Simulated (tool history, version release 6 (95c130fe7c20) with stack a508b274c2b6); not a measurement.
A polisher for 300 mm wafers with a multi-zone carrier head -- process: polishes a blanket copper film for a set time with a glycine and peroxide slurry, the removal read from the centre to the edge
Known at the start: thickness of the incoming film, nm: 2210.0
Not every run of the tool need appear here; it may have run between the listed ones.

run,hour,flow of slurry (ml/min),pressure of the head's centre zone,pressure of the head's middle zone,pressure of the head's edge zone,polishing time (s),film removed at the wafer's centre (angstrom),film removed at mid-radius (angstrom),film removed at the wafer's edge (angstrom)
1,0.0,200,1.00,1.00,1.00,75,4370.9,4293.2,4274.8
2,4.2,200,1.00,0.96,1.00,75,4229.4,4148.9,4322.4
3,7.8,200,1.00,0.96,1.00,60,3543.1,3316.6,3445.7
4,15.8,200,1.00,0.96,0.91,60,3529.1,3340.5,3212.9
5,21.2,200,1.00,1.01,0.91,60,3514.3,3546.0,3288.1
6,21.8,205,1.01,1.03,0.92,63,3666.2,3625.5,3503.6
7,27.1,200,1.01,1.04,0.91,67,3911.3,3960.1,3620.6
8,31.0,200,1.01,1.05,0.91,70,4038.0,4145.5,3824.9
9,35.0,200,1.01,1.07,0.91,73,4228.2,4446.7,3974.3
10,37.2,200,1.01,1.08,0.92,75,4455.7,4544.5,4130.8
11,45.6,200,1.00,1.09,0.92,77,4304.1,4690.2,4347.8
12,46.8,200,1.00,1.09,0.92,77,4374.4,4802.9,4295.7
13,54.1,205,1.01,1.10,0.92,78,4613.1,4822.7,4300.0
14,59.1,205,1.01,1.10,0.92,78,4461.1,4899.2,4263.5

What does the tool deliver on the next run?
15,64.7,205,1.01,1.11,0.93,79,?,?,?

film removed at the wafer's centre (angstrom): 4722.0
film removed at mid-radius (angstrom): 5010.1
film removed at the wafer's edge (angstrom): 4404.3
